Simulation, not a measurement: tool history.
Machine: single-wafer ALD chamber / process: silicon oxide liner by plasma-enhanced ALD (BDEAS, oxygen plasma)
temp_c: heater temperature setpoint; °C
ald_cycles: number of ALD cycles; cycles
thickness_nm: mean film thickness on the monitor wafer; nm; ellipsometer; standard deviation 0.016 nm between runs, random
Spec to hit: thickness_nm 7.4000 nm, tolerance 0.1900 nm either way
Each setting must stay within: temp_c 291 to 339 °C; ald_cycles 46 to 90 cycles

run,day,temp_c,ald_cycles,thickness_nm
1,0.000,315,68,6.4143
2,0.033,315,61,5.7344
3,0.321,321,61,5.6766
4,0.454,321,63,5.8702
5,0.488,321,54,5.0153
6,0.592,321,57,5.3090
7,0.742,321,60,5.5949
8,0.983,319,71,6.6427
9,1.329,319,72,6.7280
10,1.688,319,73,6.8025
11,1.812,318,74,6.9302
12,1.983,318,75,7.0088
# day 2.033: thermocouple changed; heater temperature recalibrated
13,2.033,317,77,7.1520

Pick the move, out of 4, that brings all results within their allowed miss; only one does.
A,2.083,320,75,?
B,2.083,314,76,?
C,2.083,327,72,?
D,2.083,312,79,?

move,thickness_nm
A,6.9592
B,7.1214
C,6.6041
D,7.4266
A: the biggest miss grows against the last run
B: the biggest miss grows against the last run
C: the biggest miss grows against the last run
D: every result lands within tolerance
Correct choice: D, which meets every target

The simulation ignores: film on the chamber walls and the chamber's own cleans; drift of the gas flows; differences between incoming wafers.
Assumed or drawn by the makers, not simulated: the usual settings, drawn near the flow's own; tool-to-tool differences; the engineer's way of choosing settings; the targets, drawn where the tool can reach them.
